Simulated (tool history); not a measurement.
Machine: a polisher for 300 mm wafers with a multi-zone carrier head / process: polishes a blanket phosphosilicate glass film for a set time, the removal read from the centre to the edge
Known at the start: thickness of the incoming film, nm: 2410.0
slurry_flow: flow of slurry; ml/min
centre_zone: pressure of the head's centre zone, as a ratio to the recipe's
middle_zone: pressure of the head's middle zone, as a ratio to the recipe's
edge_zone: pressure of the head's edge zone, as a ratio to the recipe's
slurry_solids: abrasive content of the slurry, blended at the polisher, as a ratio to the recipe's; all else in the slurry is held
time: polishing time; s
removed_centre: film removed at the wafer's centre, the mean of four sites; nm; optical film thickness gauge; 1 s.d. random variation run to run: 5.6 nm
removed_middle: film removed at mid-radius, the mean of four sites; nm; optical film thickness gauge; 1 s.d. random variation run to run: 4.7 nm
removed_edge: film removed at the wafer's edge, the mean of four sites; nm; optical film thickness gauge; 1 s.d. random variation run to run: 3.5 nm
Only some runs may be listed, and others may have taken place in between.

| run | hour | slurry_flow | centre_zone | middle_zone | edge_zone | slurry_solids | time | removed_centre | removed_middle | removed_edge |
|---|---|---|---|---|---|---|---|---|---|---|
| 1 | 0.0 | 295 | 1.00 | 1.00 | 1.00 | 1.00 | 75 | 524.12 | 537.78 | 542.00 |
| 2 | 4.7 | 295 | 1.00 | 1.00 | 1.00 | 1.10 | 75 | 552.61 | 569.04 | 560.92 |
| 3 | 13.2 | 295 | 1.00 | 1.00 | 0.95 | 1.10 | 75 | 557.44 | 563.16 | 554.79 |
| 4 | 20.4 | 295 | 1.00 | 0.96 | 0.95 | 1.10 | 75 | 552.26 | 559.98 | 558.62 |
| 5 | 27.7 | 295 | 1.02 | 0.98 | 0.92 | 1.05 | 75 | 551.24 | 558.70 | 538.65 |
| 6 | 33.9 | 295 | 1.02 | 0.98 | 0.92 | 1.10 | 75 | 562.99 | 564.98 | 542.10 |

Run 7, settings as shown, results not yet in. Your forecast:
| 7 | 36.0 | 290 | 1.04 | 0.98 | 0.90 | 1.05 | 75 | ? | ? | ? |

{"run 7": {"removed_centre": 556.1, "removed_middle": 546.52, "removed_edge": 533.43}}
